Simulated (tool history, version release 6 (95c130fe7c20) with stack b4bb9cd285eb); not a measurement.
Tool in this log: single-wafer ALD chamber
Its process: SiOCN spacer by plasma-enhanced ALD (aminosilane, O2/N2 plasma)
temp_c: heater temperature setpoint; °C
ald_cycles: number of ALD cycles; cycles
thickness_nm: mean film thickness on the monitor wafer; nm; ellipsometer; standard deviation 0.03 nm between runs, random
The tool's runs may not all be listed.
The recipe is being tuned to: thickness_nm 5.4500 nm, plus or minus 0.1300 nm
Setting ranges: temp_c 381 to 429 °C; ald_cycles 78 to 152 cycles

run  hour  temp_c  ald_cycles  thickness_nm
  1   0.0     405         115        6.6370
  2   6.4     405         103        5.8720
  3  13.5     406         102        5.8216
  4  14.6     412         102        5.6784
  5  15.5     412         109        6.0975
  6  20.1     412         122        6.8704
  7  21.7     420         104        5.6740
  8  22.6     420         104        5.6740
  9  25.1     420         104        5.6722
 10  29.1     421         103        5.6539

Which one of the following 4 next-run settings gets every result inside its allowed miss? There is exactly one.
  A  33.1     429         103             ?
  B  33.1     422          96             ?
  C  33.1     429          97             ?
  D  33.1     420          94             ?

move  thickness_nm
   A        5.4839
   B        5.2326
   C        5.1644
   D        5.1575
A: every result within its allowed miss
B: takes the result that was furthest off past its target
C: takes the result that was furthest off past its target
D: takes the result that was furthest off past its target
The move that meets every target is A.
